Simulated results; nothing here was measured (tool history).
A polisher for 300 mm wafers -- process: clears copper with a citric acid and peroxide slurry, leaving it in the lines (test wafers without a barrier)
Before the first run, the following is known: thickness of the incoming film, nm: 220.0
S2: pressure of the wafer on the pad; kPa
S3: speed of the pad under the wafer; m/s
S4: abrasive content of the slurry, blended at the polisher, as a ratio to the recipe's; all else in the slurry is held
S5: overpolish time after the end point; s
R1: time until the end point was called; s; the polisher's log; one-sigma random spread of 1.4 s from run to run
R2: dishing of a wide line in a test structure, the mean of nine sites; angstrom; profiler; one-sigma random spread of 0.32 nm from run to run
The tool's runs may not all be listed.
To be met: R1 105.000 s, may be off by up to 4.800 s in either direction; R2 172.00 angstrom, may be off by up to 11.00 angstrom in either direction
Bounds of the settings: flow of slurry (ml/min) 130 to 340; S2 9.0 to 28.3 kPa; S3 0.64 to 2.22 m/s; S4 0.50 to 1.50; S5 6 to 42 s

run 1 hour=0.0 | flow_of_slurry_(ml/min)=220 S2=18.6 S3=1.42 S4=1.00 S5=21 | R1=84.903 R2=166.45
run 2 hour=2.0 | flow_of_slurry_(ml/min)=220 S2=18.6 S3=1.24 S4=1.00 S5=21 | R1=93.847 R2=161.91
run 3 hour=5.6 | flow_of_slurry_(ml/min)=220 S2=18.6 S3=1.10 S4=1.00 S5=21 | R1=99.886 R2=158.21
run 4 hour=6.3 | flow_of_slurry_(ml/min)=220 S2=22.8 S3=1.10 S4=1.00 S5=21 | R1=81.724 R2=173.13
run 5 hour=10.8 | flow_of_slurry_(ml/min)=220 S2=22.1 S3=1.10 S4=1.00 S5=22 | R1=81.576 R2=169.42
run 6 hour=16.6 | flow_of_slurry_(ml/min)=220 S2=21.4 S3=1.10 S4=1.00 S5=24 | R1=87.043 R2=170.73
run 7 hour=25.4 | flow_of_slurry_(ml/min)=220 S2=20.7 S3=1.10 S4=1.00 S5=26 | R1=88.714 R2=172.15
run 8 hour=27.5 | flow_of_slurry_(ml/min)=220 S2=20.0 S3=1.10 S4=1.00 S5=27 | R1=92.577 R2=171.71
run 9 hour=31.9 | flow_of_slurry_(ml/min)=220 S2=19.3 S3=1.10 S4=1.00 S5=28 | R1=93.926 R2=168.58
run 10 hour=37.4 | flow_of_slurry_(ml/min)=220 S2=16.5 S3=1.06 S4=1.00 S5=35 | R1=109.790 R2=174.39
run 11 hour=43.6 | flow_of_slurry_(ml/min)=220 S2=16.5 S3=1.06 S4=1.00 S5=34 | R1=110.200 R2=168.72

Which single option among these 4 for the next run brings every result within its allowed miss of target? Just one does.
run A hour=49.8 | flow_of_slurry_(ml/min)=210 S2=19.3 S3=0.64 S4=1.15 S5=29 | R1=? R2=?
run B hour=49.8 | flow_of_slurry_(ml/min)=230 S2=15.2 S3=1.22 S4=0.95 S5=31 | R1=? R2=?
run C hour=49.8 | flow_of_slurry_(ml/min)=225 S2=17.2 S3=1.08 S4=1.05 S5=32 | R1=? R2=?
run D hour=49.8 | flow_of_slurry_(ml/min)=215 S2=13.8 S3=1.28 S4=1.05 S5=30 | R1=? R2=?

move=A R1=118.890 R2=167.49
move=B R1=111.770 R2=170.11
move=C R1=103.770 R2=174.94
move=D R1=116.730 R2=166.29
A: moves away from the targets compared with the last run
B: moves away from the targets compared with the last run
C: every result within its allowed miss
D: moves away from the targets compared with the last run
C meets every target.
